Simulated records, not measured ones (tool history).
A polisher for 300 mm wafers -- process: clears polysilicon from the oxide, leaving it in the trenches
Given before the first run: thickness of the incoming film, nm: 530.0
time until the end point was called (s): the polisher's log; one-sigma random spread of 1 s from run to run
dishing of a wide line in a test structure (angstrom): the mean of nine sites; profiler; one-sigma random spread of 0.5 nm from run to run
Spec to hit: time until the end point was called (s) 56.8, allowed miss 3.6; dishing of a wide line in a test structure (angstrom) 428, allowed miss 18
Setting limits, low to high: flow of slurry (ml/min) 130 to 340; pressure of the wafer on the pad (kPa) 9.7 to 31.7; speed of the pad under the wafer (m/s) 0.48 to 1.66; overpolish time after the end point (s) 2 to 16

run  hour  flow of slurry (ml/min)  pressure of the wafer on the pad (kPa)  speed of the pad under the wafer (m/s)  overpolish time after the end point (s)  time until the end point was called (s)  dishing of a wide line in a test structure (angstrom)
  1     0                      220                                    20.7                                    1.06                                        8                                   31.888                                                 450.31
  2   7.9                      220                                    16.5                                    1.06                                        8                                   41.205                                                 415.01
  3  15.8                      190                                    16.5                                    1.06                                        8                                   40.939                                                 421.49
  4  20.9                      190                                    15.2                                    1.04                                        9                                   46.559                                                 425.46
  5  26.9                      190                                    15.2                                    1.04                                       10                                   46.039                                                 430.49
  6  33.6                      190                                    14.5                                    1.04                                       11                                   47.573                                                 436.12
  7  35.2                      190                                    13.8                                    1.04                                       11                                   49.823                                                 429.77
  8    44                      190                                    13.1                                    1.04                                       11                                   52.879                                                 438.07
  9  45.6                      190                                    13.1                                    1.04                                       11                                   50.906                                                 424.37

Consider the 5 candidate settings below. Which is the only one whose results all fall within their allowed miss of target?
  A  47.2                      190                                    10.3                                    1.22                                       12                                        ?                                                      ?
  B  47.2                      220                                    13.1                                    1.06                                        8                                        ?                                                      ?
  C  47.2                      160                                      11                                    1.28                                       10                                        ?                                                      ?
  D  47.2                      195                                    12.4                                    1.28                                        9                                        ?                                                      ?
  E  47.2                      190                                    15.2                                    0.94                                       10                                        ?                                                      ?

move  time until the end point was called (s)  dishing of a wide line in a test structure (angstrom)
   A                                   55.261                                                 426.33
   B                                   49.872                                                 386.01
   C                                   50.593                                                 415.04
   D                                   44.253                                                 418.59
   E                                   49.439                                                 417.92
A: every result lands within tolerance
B: moves away from the targets compared with the last run
C: moves away from the targets compared with the last run
D: moves away from the targets compared with the last run
E: moves away from the targets compared with the last run
Answer: A

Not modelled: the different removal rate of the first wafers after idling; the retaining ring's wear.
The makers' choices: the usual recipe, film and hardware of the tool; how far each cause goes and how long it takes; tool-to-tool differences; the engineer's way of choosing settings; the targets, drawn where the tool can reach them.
